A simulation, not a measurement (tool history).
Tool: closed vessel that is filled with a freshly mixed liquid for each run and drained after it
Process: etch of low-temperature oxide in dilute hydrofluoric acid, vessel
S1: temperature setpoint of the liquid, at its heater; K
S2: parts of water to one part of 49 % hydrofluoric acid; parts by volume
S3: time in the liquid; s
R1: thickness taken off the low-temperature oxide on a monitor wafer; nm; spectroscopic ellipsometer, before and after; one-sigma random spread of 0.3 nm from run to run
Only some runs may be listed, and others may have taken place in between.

| run | hour | S1 | S2 | S3 | R1 |
|---|---|---|---|---|---|
| 1 | 0.0 | 295.15 | 135 | 135 | 23.875 |
| 2 | 7.7 | 295.65 | 135 | 135 | 24.281 |
| 3 | 15.8 | 295.65 | 175 | 135 | 17.756 |
| 4 | 24.9 | 295.65 | 175 | 135 | 17.717 |
| 5 | 33.7 | 296.15 | 170 | 135 | 18.838 |
| 6 | 41.6 | 296.15 | 170 | 135 | 18.867 |
| 7 | 50.4 | 296.65 | 165 | 135 | 19.806 |

Predict the results of run 8:
| 8 | 53.5 | 297.15 | 160 | 135 | ? |

Run 8 came out at R1 20.972 nm.

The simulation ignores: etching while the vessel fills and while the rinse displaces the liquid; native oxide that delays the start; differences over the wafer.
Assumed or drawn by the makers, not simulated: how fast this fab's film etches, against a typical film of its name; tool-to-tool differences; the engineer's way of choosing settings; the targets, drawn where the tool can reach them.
